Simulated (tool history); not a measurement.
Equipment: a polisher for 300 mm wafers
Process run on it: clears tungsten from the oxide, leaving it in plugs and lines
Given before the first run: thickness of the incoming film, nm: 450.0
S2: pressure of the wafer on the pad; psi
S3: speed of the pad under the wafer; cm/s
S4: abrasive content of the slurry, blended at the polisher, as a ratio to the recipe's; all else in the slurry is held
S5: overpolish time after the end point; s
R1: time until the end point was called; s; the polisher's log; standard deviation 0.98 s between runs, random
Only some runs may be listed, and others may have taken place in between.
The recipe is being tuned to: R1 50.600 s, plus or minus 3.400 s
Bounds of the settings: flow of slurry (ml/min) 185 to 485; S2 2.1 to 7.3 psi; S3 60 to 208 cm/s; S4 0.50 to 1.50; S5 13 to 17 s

{"run": 1, "hour": 0.0, "flow of slurry (ml/min)": 310, "S2": 4.7, "S3": 134, "S4": 1.0, "S5": 17, "R1": 69.638}
{"run": 2, "hour": 3.0, "flow of slurry (ml/min)": 310, "S2": 4.9, "S3": 136, "S4": 1.0, "S5": 17, "R1": 64.446}
{"run": 3, "hour": 8.7, "flow of slurry (ml/min)": 310, "S2": 5.1, "S3": 136, "S4": 1.0, "S5": 17, "R1": 63.7}
{"run": 4, "hour": 13.9, "flow of slurry (ml/min)": 310, "S2": 5.3, "S3": 138, "S4": 1.0, "S5": 17, "R1": 61.298}
{"run": 5, "hour": 17.2, "flow of slurry (ml/min)": 310, "S2": 5.5, "S3": 140, "S4": 1.0, "S5": 17, "R1": 57.492}
{"run": 6, "hour": 19.1, "flow of slurry (ml/min)": 310, "S2": 5.6, "S3": 140, "S4": 1.0, "S5": 17, "R1": 55.946}
{"run": 7, "hour": 23.5, "flow of slurry (ml/min)": 310, "S2": 5.7, "S3": 140, "S4": 1.0, "S5": 17, "R1": 54.534}
{"run": 8, "hour": 28.3, "flow of slurry (ml/min)": 310, "S2": 5.8, "S3": 140, "S4": 1.0, "S5": 17, "R1": 54.102}

Pick the move, out of 5, that brings all results within their allowed miss; only one does.
{"run": "A", "hour": 33.1, "flow of slurry (ml/min)": 455, "S2": 6.2, "S3": 142, "S4": 0.75, "S5": 16, "R1": "?"}
{"run": "B", "hour": 33.1, "flow of slurry (ml/min)": 360, "S2": 5.8, "S3": 122, "S4": 0.95, "S5": 17, "R1": "?"}
{"run": "C", "hour": 33.1, "flow of slurry (ml/min)": 315, "S2": 6.1, "S3": 120, "S4": 1.2, "S5": 13, "R1": "?"}
{"run": "D", "hour": 33.1, "flow of slurry (ml/min)": 295, "S2": 6.1, "S3": 130, "S4": 0.95, "S5": 17, "R1": "?"}
{"run": "E", "hour": 33.1, "flow of slurry (ml/min)": 370, "S2": 6.0, "S3": 124, "S4": 0.9, "S5": 13, "R1": "?"}

move=A R1=51.359
move=B R1=62.027
move=C R1=58.161
move=D R1=56.534
move=E R1=59.503
A: meets every target
B: misses by more than the last run did
C: misses by more than the last run did
D: misses by more than the last run did
E: misses by more than the last run did
A meets every target.

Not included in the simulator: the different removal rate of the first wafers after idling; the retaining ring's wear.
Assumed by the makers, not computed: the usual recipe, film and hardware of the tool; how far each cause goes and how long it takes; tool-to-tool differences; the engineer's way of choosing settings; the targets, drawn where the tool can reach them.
